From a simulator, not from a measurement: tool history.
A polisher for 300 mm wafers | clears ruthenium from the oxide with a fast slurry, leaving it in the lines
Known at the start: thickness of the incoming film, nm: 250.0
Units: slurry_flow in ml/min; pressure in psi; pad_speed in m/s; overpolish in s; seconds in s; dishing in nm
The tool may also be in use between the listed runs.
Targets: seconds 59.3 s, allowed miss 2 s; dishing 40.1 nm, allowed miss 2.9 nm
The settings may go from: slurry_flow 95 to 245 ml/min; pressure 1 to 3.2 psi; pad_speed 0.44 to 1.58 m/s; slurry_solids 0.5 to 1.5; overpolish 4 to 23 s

Run 1, hour 0: slurry_flow 155 ml/min, pressure 2.1 psi, pad_speed 1 m/s, slurry_solids 1, overpolish 12 s. Result: seconds 103.46 s, dishing 23.887 nm.
Run 2, hour 2.5: slurry_flow 125 ml/min, pressure 2.1 psi, pad_speed 1 m/s, slurry_solids 1, overpolish 12 s. Result: seconds 110.41 s, dishing 22.935 nm.
Run 3, hour 5.8: slurry_flow 135 ml/min, pressure 2.2 psi, pad_speed 1 m/s, slurry_solids 1, overpolish 12 s. Result: seconds 104.76 s, dishing 23.167 nm.
Run 4, hour 8.6: slurry_flow 135 ml/min, pressure 2.2 psi, pad_speed 1 m/s, slurry_solids 1, overpolish 8 s. Result: seconds 104.65 s, dishing 15.967 nm.
Run 5, hour 11.8: slurry_flow 150 ml/min, pressure 2.2 psi, pad_speed 1 m/s, slurry_solids 1, overpolish 8 s. Result: seconds 102.23 s, dishing 17.393 nm.
Run 6, hour 20.3: slurry_flow 155 ml/min, pressure 2.3 psi, pad_speed 1 m/s, slurry_solids 1, overpolish 9 s. Result: seconds 98.702 s, dishing 18.811 nm.
Run 7, hour 25.2: slurry_flow 155 ml/min, pressure 2.4 psi, pad_speed 1.02 m/s, slurry_solids 1, overpolish 10 s. Result: seconds 94.113 s, dishing 22.248 nm.
Run 8, hour 29: slurry_flow 160 ml/min, pressure 2.5 psi, pad_speed 1.04 m/s, slurry_solids 1, overpolish 10 s. Result: seconds 90.347 s, dishing 23.886 nm.
Run 9, hour 35.2: slurry_flow 165 ml/min, pressure 3.1 psi, pad_speed 1.22 m/s, slurry_solids 1, overpolish 12 s. Result: seconds 68.786 s, dishing 34.076 nm.
Run 10, hour 36.6: slurry_flow 170 ml/min, pressure 3.1 psi, pad_speed 1.24 m/s, slurry_solids 1, overpolish 12 s. Result: seconds 68.345 s, dishing 33.015 nm.
Run 11, hour 37.3: slurry_flow 170 ml/min, pressure 3.1 psi, pad_speed 1.26 m/s, slurry_solids 1, overpolish 12 s. Result: seconds 66.48 s, dishing 33.776 nm.
Run 12, hour 45.3: slurry_flow 170 ml/min, pressure 3.1 psi, pad_speed 1.28 m/s, slurry_solids 1, overpolish 12 s. Result: seconds 65.632 s, dishing 35.248 nm.
Run 13, hour 53.1: slurry_flow 195 ml/min, pressure 3.2 psi, pad_speed 1.32 m/s, slurry_solids 1, overpolish 13 s. Result: seconds 60.428 s, dishing 38.471 nm.

Which of these 5 next moves meets every target?
Run A, hour 60.9: slurry_flow 200 ml/min, pressure 3.1 psi, pad_speed 1.36 m/s, slurry_solids 1.05, overpolish 11 s. Result: seconds ?, dishing ?.
Run B, hour 60.9: slurry_flow 230 ml/min, pressure 3.2 psi, pad_speed 1.52 m/s, slurry_solids 0.85, overpolish 13 s. Result: seconds ?, dishing ?.
Run C, hour 60.9: slurry_flow 200 ml/min, pressure 3.2 psi, pad_speed 1.5 m/s, slurry_solids 1, overpolish 11 s. Result: seconds ?, dishing ?.
Run D, hour 60.9: slurry_flow 170 ml/min, pressure 3.1 psi, pad_speed 1.42 m/s, slurry_solids 0.95, overpolish 15 s. Result: seconds ?, dishing ?.
Run E, hour 60.9: slurry_flow 230 ml/min, pressure 3 psi, pad_speed 1.4 m/s, slurry_solids 1.05, overpolish 11 s. Result: seconds ?, dishing ?.

move  seconds  dishing
   A   61.065   36.013
   B   59.194   41.781
   C   56.778   38.072
   D   63.339   44.104
   E   60.297   36.366
A: brings the result that was furthest off to its target, and leaves another outside
B: meets every target
C: takes the result that was furthest off past its target
D: further off than the last run
E: brings the result that was furthest off to its target, and leaves another outside
Answer: B
